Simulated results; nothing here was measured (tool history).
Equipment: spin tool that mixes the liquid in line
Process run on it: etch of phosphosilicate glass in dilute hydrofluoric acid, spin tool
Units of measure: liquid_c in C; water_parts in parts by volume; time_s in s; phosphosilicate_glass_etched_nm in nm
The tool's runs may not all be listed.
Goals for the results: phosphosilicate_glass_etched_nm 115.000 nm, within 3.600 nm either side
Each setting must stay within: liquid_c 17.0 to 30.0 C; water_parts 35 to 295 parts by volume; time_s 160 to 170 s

| run | day | liquid_c | water_parts | time_s | phosphosilicate_glass_etched_nm |
|---|---|---|---|---|---|
| 1 | 0.000 | 22.0 | 165 | 160 | 87.045 |
| 2 | 0.133 | 23.0 | 165 | 160 | 89.435 |
| 3 | 0.188 | 23.0 | 115 | 160 | 136.580 |
| 4 | 0.212 | 22.5 | 115 | 160 | 133.850 |
| 5 | 0.304 | 22.5 | 75 | 160 | 214.020 |
| 6 | 0.633 | 24.0 | 75 | 160 | 231.400 |
| 7 | 0.721 | 23.0 | 80 | 160 | 207.320 |
| 8 | 0.821 | 22.0 | 85 | 160 | 184.350 |
| 9 | 0.992 | 21.0 | 90 | 160 | 164.170 |
| 10 | 1.038 | 20.5 | 90 | 160 | 163.570 |
| 11 | 1.292 | 20.0 | 95 | 160 | 149.440 |

Which single option among these 5 for the next run brings every result within its allowed miss of target? Just one does.
| A | 1.546 | 20.5 | 115 | 160 | ? |
| B | 1.546 | 18.0 | 105 | 160 | ? |
| C | 1.546 | 27.0 | 110 | 165 | ? |
| D | 1.546 | 20.0 | 70 | 170 | ? |
| E | 1.546 | 18.5 | 115 | 160 | ? |

| move | phosphosilicate_glass_etched_nm |
|---|---|
| A | 123.350 |
| B | 123.240 |
| C | 172.790 |
| D | 222.000 |
| E | 113.670 |
A: an improvement on the last run, though not all results are within tolerance
B: an improvement on the last run, though not all results are within tolerance
C: misses by more than the last run did
D: misses by more than the last run did
E: hits every target within its allowed miss
The right move is E.

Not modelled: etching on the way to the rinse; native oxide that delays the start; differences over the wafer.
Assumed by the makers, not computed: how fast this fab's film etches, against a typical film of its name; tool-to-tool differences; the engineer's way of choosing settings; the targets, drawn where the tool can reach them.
